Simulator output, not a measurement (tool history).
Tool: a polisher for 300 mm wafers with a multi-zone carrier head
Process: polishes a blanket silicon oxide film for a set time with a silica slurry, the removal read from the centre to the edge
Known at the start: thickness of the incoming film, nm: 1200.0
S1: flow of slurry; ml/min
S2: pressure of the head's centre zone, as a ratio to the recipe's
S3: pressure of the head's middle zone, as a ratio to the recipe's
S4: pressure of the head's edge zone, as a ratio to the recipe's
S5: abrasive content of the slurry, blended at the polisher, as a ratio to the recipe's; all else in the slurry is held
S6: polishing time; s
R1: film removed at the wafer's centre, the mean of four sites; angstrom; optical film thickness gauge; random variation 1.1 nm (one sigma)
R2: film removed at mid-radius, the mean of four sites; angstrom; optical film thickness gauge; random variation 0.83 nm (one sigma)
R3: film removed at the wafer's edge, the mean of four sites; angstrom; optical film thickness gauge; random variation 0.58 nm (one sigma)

Run 1, day 0.000: S1 170 ml/min, S2 1.00, S3 1.00, S4 1.00, S5 1.00, S6 55 s. Result: R1 1193.60 angstrom, R2 1193.40 angstrom, R3 1250.60 angstrom.
Run 2, day 0.250: S1 165 ml/min, S2 1.01, S3 0.97, S4 0.97, S5 0.90, S6 53 s. Result: R1 1128.90 angstrom, R2 1069.80 angstrom, R3 1121.20 angstrom.
Run 3, day 0.396: S1 155 ml/min, S2 1.00, S3 0.94, S4 0.95, S5 0.80, S6 52 s. Result: R1 1019.00 angstrom, R2 972.49 angstrom, R3 1031.80 angstrom.
Run 4, day 0.608: S1 150 ml/min, S2 1.01, S3 0.91, S4 0.93, S5 0.75, S6 51 s. Result: R1 987.07 angstrom, R2 902.96 angstrom, R3 964.98 angstrom.
Run 5, day 0.892: S1 145 ml/min, S2 1.01, S3 0.89, S4 0.92, S5 0.70, S6 50 s. Result: R1 918.65 angstrom, R2 826.45 angstrom, R3 912.82 angstrom.
Run 6, day 1.204: S1 140 ml/min, S2 1.01, S3 0.88, S4 0.90, S5 0.65, S6 50 s. Result: R1 881.73 angstrom, R2 797.43 angstrom, R3 884.81 angstrom.
Run 7, day 1.279: S1 130 ml/min, S2 1.07, S3 0.84, S4 0.83, S5 0.50, S6 47 s. Result: R1 779.41 angstrom, R2 626.74 angstrom, R3 699.11 angstrom.
Run 8, day 1.638: S1 140 ml/min, S2 1.06, S3 0.84, S4 0.84, S5 0.50, S6 47 s. Result: R1 786.98 angstrom, R2 640.37 angstrom, R3 710.76 angstrom.

The next listed run, before its measurement:
Run 9, day 1.925: S1 140 ml/min, S2 1.06, S3 0.84, S4 0.84, S5 0.50, S6 47 s. Result: R1 ?, R2 ?, R3 ?.

{"run 9": {"R1": 759.72, "R2": 645.74, "R3": 714.21}}
